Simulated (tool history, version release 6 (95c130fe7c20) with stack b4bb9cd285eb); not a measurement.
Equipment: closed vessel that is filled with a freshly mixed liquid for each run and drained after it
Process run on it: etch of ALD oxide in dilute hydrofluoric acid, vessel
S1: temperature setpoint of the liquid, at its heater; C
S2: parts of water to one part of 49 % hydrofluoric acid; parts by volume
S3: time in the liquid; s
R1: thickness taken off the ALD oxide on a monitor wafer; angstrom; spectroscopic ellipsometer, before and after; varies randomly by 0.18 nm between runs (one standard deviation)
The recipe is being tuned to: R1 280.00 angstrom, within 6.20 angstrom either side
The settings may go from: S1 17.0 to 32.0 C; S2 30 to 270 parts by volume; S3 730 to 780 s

| run | hour | S1 | S2 | S3 | R1 |
|---|---|---|---|---|---|
| 1 | 0.0 | 24.0 | 150 | 730 | 490.77 |
| 2 | 6.3 | 23.0 | 155 | 730 | 451.74 |
| 3 | 10.1 | 23.0 | 105 | 730 | 708.48 |
| 4 | 16.9 | 23.0 | 105 | 780 | 761.58 |
| 5 | 24.7 | 22.0 | 120 | 780 | 625.45 |
| 6 | 29.6 | 22.0 | 120 | 730 | 586.70 |
| 7 | 33.5 | 21.5 | 130 | 730 | 524.72 |
| 8 | 39.3 | 17.5 | 190 | 730 | 287.28 |

Of the 4 settings listed for the next run, only one would bring every result within its allowed miss of target. Which one?
| A | 45.1 | 17.0 | 180 | 735 | ? |
| B | 45.1 | 19.0 | 195 | 760 | ? |
| C | 45.1 | 17.0 | 195 | 740 | ? |
| D | 45.1 | 18.0 | 200 | 770 | ? |

| move | R1 |
|---|---|
| A | 306.13 |
| B | 311.89 |
| C | 280.57 |
| D | 294.81 |
A: lands further from the targets than the last run did
B: lands further from the targets than the last run did
C: all results land within tolerance of their targets
D: lands further from the targets than the last run did
Correct choice: C, which meets every target

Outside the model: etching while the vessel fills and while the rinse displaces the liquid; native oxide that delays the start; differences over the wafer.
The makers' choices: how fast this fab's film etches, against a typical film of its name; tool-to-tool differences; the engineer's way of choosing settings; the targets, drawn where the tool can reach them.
